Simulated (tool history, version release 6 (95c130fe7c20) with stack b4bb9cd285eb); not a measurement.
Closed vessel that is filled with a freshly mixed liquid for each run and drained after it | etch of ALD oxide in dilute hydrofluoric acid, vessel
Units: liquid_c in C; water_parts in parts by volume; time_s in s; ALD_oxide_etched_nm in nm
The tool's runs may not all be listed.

{"run": 1, "day": 0.0, "liquid_c": 23, "water_parts": 275, "time_s": 45, "ALD_oxide_etched_nm": 1.8489}
{"run": 2, "day": 0.221, "liquid_c": 21.5, "water_parts": 285, "time_s": 45, "ALD_oxide_etched_nm": 1.6953}
{"run": 3, "day": 0.558, "liquid_c": 20.5, "water_parts": 295, "time_s": 45, "ALD_oxide_etched_nm": 1.5575}
{"run": 4, "day": 0.675, "liquid_c": 20.5, "water_parts": 355, "time_s": 45, "ALD_oxide_etched_nm": 1.2352}
{"run": 5, "day": 0.808, "liquid_c": 17, "water_parts": 355, "time_s": 45, "ALD_oxide_etched_nm": 1.0747}
{"run": 6, "day": 0.946, "liquid_c": 18.5, "water_parts": 355, "time_s": 45, "ALD_oxide_etched_nm": 1.1546}
{"run": 7, "day": 1.117, "liquid_c": 19.5, "water_parts": 355, "time_s": 45, "ALD_oxide_etched_nm": 1.1857}
{"run": 8, "day": 1.238, "liquid_c": 20, "water_parts": 355, "time_s": 45, "ALD_oxide_etched_nm": 1.1959}

Run 9 comes next. What will it give?
{"run": 9, "day": 1.562, "liquid_c": 20.5, "water_parts": 355, "time_s": 45, "ALD_oxide_etched_nm": "?"}

ALD_oxide_etched_nm: 1.2176 nm
